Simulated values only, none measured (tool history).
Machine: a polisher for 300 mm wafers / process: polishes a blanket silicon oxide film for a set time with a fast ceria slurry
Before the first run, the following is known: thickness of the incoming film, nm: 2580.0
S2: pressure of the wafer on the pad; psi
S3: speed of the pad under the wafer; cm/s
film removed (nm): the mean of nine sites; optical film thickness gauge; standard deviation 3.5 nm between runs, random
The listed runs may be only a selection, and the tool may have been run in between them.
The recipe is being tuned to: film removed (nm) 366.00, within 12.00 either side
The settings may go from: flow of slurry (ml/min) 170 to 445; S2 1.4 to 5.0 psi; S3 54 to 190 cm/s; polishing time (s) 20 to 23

run 1 hour=0.0 | flow_of_slurry_(ml/min)=285 S2=3.2 S3=122 polishing_time_(s)=23 | film_removed_(nm)=587.82
run 2 hour=3.6 | flow_of_slurry_(ml/min)=285 S2=2.7 S3=122 polishing_time_(s)=23 | film_removed_(nm)=505.52
run 3 hour=10.3 | flow_of_slurry_(ml/min)=285 S2=2.4 S3=122 polishing_time_(s)=23 | film_removed_(nm)=450.98
run 4 hour=17.5 | flow_of_slurry_(ml/min)=325 S2=2.4 S3=122 polishing_time_(s)=23 | film_removed_(nm)=450.34
run 5 hour=25.0 | flow_of_slurry_(ml/min)=325 S2=2.2 S3=122 polishing_time_(s)=23 | film_removed_(nm)=416.21
run 6 hour=30.2 | flow_of_slurry_(ml/min)=325 S2=1.5 S3=122 polishing_time_(s)=23 | film_removed_(nm)=288.81
run 7 hour=38.2 | flow_of_slurry_(ml/min)=325 S2=1.7 S3=122 polishing_time_(s)=23 | film_removed_(nm)=326.66
run 8 hour=41.9 | flow_of_slurry_(ml/min)=325 S2=1.7 S3=122 polishing_time_(s)=23 | film_removed_(nm)=324.48
run 9 hour=43.4 | flow_of_slurry_(ml/min)=330 S2=2.1 S3=122 polishing_time_(s)=23 | film_removed_(nm)=401.29

5 candidate next runs follow, results not yet known. Just one meets every target within its allowed miss. Identify it.
run A hour=44.9 | flow_of_slurry_(ml/min)=335 S2=2.5 S3=122 polishing_time_(s)=23 | film_removed_(nm)=?
run B hour=44.9 | flow_of_slurry_(ml/min)=380 S2=2.1 S3=110 polishing_time_(s)=23 | film_removed_(nm)=?
run C hour=44.9 | flow_of_slurry_(ml/min)=290 S2=2.4 S3=130 polishing_time_(s)=23 | film_removed_(nm)=?
run D hour=44.9 | flow_of_slurry_(ml/min)=360 S2=2.1 S3=128 polishing_time_(s)=23 | film_removed_(nm)=?
run E hour=44.9 | flow_of_slurry_(ml/min)=435 S2=2.8 S3=102 polishing_time_(s)=23 | film_removed_(nm)=?

move=A film_removed_(nm)=475.46
move=B film_removed_(nm)=367.35
move=C film_removed_(nm)=480.34
move=D film_removed_(nm)=423.81
move=E film_removed_(nm)=454.29
A: the biggest miss grows against the last run
B: all results in spec
C: the biggest miss grows against the last run
D: the biggest miss grows against the last run
E: the biggest miss grows against the last run
Correct choice: B, which meets every target
